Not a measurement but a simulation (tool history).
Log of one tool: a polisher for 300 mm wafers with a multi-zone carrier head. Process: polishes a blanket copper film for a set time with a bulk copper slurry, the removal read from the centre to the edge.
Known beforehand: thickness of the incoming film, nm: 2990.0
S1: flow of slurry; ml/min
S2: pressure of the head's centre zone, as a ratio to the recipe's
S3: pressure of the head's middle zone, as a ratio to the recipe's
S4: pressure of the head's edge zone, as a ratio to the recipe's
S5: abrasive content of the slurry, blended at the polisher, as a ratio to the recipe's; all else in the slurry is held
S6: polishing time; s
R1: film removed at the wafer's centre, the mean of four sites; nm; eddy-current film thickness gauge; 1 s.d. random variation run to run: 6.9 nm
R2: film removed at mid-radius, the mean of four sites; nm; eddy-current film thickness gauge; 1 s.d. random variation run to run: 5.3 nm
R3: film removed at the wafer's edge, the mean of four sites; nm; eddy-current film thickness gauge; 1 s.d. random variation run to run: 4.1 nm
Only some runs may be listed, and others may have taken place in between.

run,hour,S1,S2,S3,S4,S5,S6,R1,R2,R3
1,0.0,175,1.00,1.00,1.00,1.00,51,398.82,390.61,392.89
2,5.3,175,1.00,1.00,1.00,1.00,56,431.73,437.24,426.41
3,8.7,205,1.00,1.00,1.00,1.00,56,451.35,454.78,438.65
4,13.4,210,0.99,1.01,1.02,1.05,56,457.99,445.73,446.22
5,14.2,205,0.97,1.02,1.02,1.10,57,442.95,469.45,451.70
6,16.0,205,0.94,1.02,1.02,1.10,57,452.79,471.63,459.24
7,17.1,210,0.93,1.03,1.03,1.15,57,449.62,472.71,463.32
8,21.9,215,0.92,1.05,1.04,1.20,57,455.24,488.42,467.37

Predict the results of run 9:
9,25.2,215,0.91,1.06,1.05,1.25,57,?,?,?

R1: 451.38 nm
R2: 493.06 nm
R3: 468.75 nm
